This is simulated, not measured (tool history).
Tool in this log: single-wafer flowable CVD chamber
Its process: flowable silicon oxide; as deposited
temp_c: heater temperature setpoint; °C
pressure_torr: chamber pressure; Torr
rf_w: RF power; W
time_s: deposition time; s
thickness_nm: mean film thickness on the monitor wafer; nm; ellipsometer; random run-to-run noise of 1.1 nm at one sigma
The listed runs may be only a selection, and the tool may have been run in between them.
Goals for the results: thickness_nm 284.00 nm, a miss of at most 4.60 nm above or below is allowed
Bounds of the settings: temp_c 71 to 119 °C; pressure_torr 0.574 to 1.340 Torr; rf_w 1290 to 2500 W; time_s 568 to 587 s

run 1 hour=0.0 | temp_c=95 pressure_torr=0.957 rf_w=1895 time_s=568 | thickness_nm=542.80
run 2 hour=1.8 | temp_c=102 pressure_torr=0.957 rf_w=1895 time_s=568 | thickness_nm=440.79
run 3 hour=10.7 | temp_c=106 pressure_torr=0.956 rf_w=1895 time_s=568 | thickness_nm=387.55
run 4 hour=18.6 | temp_c=98 pressure_torr=0.956 rf_w=1895 time_s=568 | thickness_nm=494.48
run 5 hour=21.8 | temp_c=103 pressure_torr=0.955 rf_w=1895 time_s=568 | thickness_nm=425.16
run 6 hour=23.2 | temp_c=103 pressure_torr=0.955 rf_w=1895 time_s=568 | thickness_nm=424.46
run 7 hour=29.5 | temp_c=107 pressure_torr=0.955 rf_w=1895 time_s=568 | thickness_nm=378.08
run 8 hour=35.7 | temp_c=118 pressure_torr=0.953 rf_w=1895 time_s=568 | thickness_nm=272.19

Pick the move, out of 5, that brings all results within their allowed miss; only one does.
run A hour=41.9 | temp_c=117 pressure_torr=0.903 rf_w=1865 time_s=577 | thickness_nm=?
run B hour=41.9 | temp_c=114 pressure_torr=0.901 rf_w=1400 time_s=582 | thickness_nm=?
run C hour=41.9 | temp_c=115 pressure_torr=0.923 rf_w=1830 time_s=582 | thickness_nm=?
run D hour=41.9 | temp_c=118 pressure_torr=0.947 rf_w=1870 time_s=574 | thickness_nm=?
run E hour=41.9 | temp_c=107 pressure_torr=0.743 rf_w=1670 time_s=568 | thickness_nm=?

move=A thickness_nm=267.71
move=B thickness_nm=271.41
move=C thickness_nm=290.76
move=D thickness_nm=271.19
move=E thickness_nm=284.29
A: lands further from the targets than the last run did
B: lands further from the targets than the last run did
C: takes the biggest miss from the last run beyond its target
D: lands further from the targets than the last run did
E: all results land within tolerance of their targets
So the answer is move E, the one that meets all the targets.
